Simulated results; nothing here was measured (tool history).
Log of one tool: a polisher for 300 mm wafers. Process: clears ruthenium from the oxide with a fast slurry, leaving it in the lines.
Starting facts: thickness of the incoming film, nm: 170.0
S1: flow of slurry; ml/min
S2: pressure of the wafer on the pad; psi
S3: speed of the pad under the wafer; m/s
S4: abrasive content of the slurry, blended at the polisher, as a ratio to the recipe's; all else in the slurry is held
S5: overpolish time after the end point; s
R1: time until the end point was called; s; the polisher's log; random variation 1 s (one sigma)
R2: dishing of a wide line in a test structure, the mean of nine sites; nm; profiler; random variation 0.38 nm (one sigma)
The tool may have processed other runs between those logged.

run	day	S1	S2	S3	S4	S5	R1	R2
1	0	225	2.4	0.98	1	15	52.77	41.771
2	0.079	220	2.1	0.96	1	16	61.344	37.746
3	0.333	220	2.1	0.96	1	22	60.813	49.377
4	0.621	220	2.6	0.96	1	22	50.696	58.238
5	0.696	220	2.6	1.08	1	22	44.639	63.88
6	0.958	215	2.3	1.02	1	22	53.802	56.434
7	1.262	215	2.3	1.02	1	22	53.06	55.714
8	1.325	215	2	0.98	1	22	64.044	49.753
9	1.567	215	1.8	0.96	1	21	72.457	42.056
10	1.875	210	1.6	0.96	1	21	80.503	38.386
11	2.017	200	1.5	0.96	1	21	86.819	36.503
12	2.092	190	1.5	0.96	1	21	86.3	36.209
# day 2.275: head pressure recalibrated
13	2.275	190	1.1	0.94	1	21	129.48	25.421

Run 14 comes next. What will it give?
14	2.375	210	1.1	0.94	1	21	?	?

R1: 123.14 s
R2: 25.441 nm
